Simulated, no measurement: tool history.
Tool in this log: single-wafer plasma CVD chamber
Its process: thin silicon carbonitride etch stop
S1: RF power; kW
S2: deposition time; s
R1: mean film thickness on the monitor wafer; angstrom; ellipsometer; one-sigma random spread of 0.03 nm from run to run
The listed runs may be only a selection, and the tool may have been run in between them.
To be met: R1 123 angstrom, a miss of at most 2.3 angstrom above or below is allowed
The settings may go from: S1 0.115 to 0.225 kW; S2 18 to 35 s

run,hour,S1,S2,R1
1,0,0.17,26.5,147.67
2,6.6,0.17,30.2,168.4
3,13.4,0.17,28.5,159.1
4,18.5,0.17,25.6,143.13
5,25.2,0.16,25.6,140.16
6,33.1,0.155,25.3,137.27
7,35.2,0.125,23.4,118.54
8,41.3,0.13,23.5,120.28

Next run, 4 choices. One meets every target within its allowed miss, the rest don't. Which?
A,47.4,0.12,23.8,?
B,47.4,0.135,22.9,?
C,47.4,0.13,23,?
D,47.4,0.125,24.2,?

move,R1
A,118.15
B,118.24
C,117.27
D,121.79
A: lands further from the targets than the last run did
B: lands further from the targets than the last run did
C: lands further from the targets than the last run did
D: meets every target
Move D is the one to make.
